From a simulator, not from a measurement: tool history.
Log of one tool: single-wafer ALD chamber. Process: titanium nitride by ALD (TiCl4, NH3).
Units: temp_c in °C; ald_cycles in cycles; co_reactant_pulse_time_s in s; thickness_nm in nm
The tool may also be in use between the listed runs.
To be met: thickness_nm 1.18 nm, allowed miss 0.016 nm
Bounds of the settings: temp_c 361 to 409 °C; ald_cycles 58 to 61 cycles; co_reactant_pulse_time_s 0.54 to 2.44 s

run    day  temp_c  ald_cycles  co_reactant_pulse_time_s  thickness_nm
  1      0     385          61                      1.49        1.2954
  2  0.288     385          61                      1.82         1.309
  3  0.638     379          61                      1.82        1.3002
  4  0.875     376          61                      1.68        1.2956
  5  1.142     374          61                      1.51        1.2738
       1.4  -- thermocouple changed; heater temperature recalibrated
  6    1.4     373          61                      1.44        1.2701
  7  1.625     372          61                      1.37        1.2593
  8  1.712     371          61                      1.33        1.2503
  9  1.767     370          61                       1.3        1.2483
 10  1.925     369          61                      1.28         1.238

4 next moves are on the table. One of them brings every result within its allowed miss. Which?
  A  2.083     369          61                      1.09             ?
  B  2.083     373          58                      1.48             ?
  C  2.083     372          61                      1.05             ?
  D  2.083     369          61                      0.89             ?

move  thickness_nm
   A        1.2215
   B        1.2094
   C        1.2268
   D        1.1909
A: nearer than the last run, and not there yet
B: nearer than the last run, and not there yet
C: nearer than the last run, and not there yet
D: meets every target
Answer: D

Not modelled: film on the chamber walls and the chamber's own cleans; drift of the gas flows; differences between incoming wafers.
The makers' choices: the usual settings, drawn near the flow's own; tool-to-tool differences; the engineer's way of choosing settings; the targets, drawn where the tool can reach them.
